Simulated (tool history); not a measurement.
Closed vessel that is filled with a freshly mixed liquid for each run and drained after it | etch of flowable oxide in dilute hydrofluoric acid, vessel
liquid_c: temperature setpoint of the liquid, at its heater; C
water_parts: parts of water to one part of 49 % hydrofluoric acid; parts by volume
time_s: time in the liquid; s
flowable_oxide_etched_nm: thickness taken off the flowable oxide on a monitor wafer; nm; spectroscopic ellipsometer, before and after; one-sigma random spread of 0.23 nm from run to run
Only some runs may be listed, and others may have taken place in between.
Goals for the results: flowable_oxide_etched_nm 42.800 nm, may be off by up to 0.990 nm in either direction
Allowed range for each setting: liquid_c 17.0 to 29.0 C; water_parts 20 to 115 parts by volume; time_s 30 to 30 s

run	hour	liquid_c	water_parts	time_s	flowable_oxide_etched_nm
1	0.0	21.0	65	30	20.408
2	4.2	21.0	50	30	27.033
3	7.8	22.0	50	30	28.068
4	8.8	22.0	40	30	35.513
5	10.7	22.0	25	30	57.568
6	13.5	21.5	25	30	56.765
7	21.4	21.0	25	30	54.818
8	25.6	20.5	25	30	54.212
9	32.9	17.0	35	30	32.888
10	41.7	17.5	35	30	33.742
11	47.0	18.0	35	30	34.362
12	55.1	18.5	35	30	35.001
13	61.0	18.5	35	30	35.209
14	65.2	19.0	35	30	35.957
15	70.5	19.5	35	30	36.798
16	72.8	20.0	35	30	37.175
17	76.4	20.5	35	30	38.555
18	77.3	21.0	35	30	38.909
19	82.9	21.5	35	30	39.940
20	84.7	22.5	35	30	41.576

Which single option among these 4 for the next run brings every result within its allowed miss of target? Just one does.
A	86.5	18.0	30	30	?
B	86.5	23.0	35	30	?
C	86.5	22.0	35	30	?
D	86.5	21.5	35	30	?

move	flowable_oxide_etched_nm
A	40.430
B	42.674
C	40.913
D	40.056
A: lands further from the targets than the last run did
B: in spec on every target
C: lands further from the targets than the last run did
D: lands further from the targets than the last run did
Move B is the one to make.
